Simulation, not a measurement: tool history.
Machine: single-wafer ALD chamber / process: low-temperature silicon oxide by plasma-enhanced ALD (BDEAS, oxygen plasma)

| run | hour | heater temperature setpoint (K) | number of ALD cycles (cycles) | mean film thickness on the monitor wafer (nm) |
|---|---|---|---|---|
| 1 | 0.0 | 388.15 | 45 | 5.8977 |
| 2 | 4.4 | 388.15 | 51 | 6.7074 |
| 3 | 11.4 | 388.15 | 52 | 6.8590 |
| 4 | 19.9 | 388.15 | 46 | 6.0759 |
| 5 | 23.2 | 381.15 | 46 | 6.1554 |
| 6 | 29.5 | 391.15 | 46 | 6.0138 |

Forecast run 7:
| 7 | 34.1 | 390.15 | 48 | ? |

{"run 7": {"mean film thickness on the monitor wafer (nm)": 6.3112}}
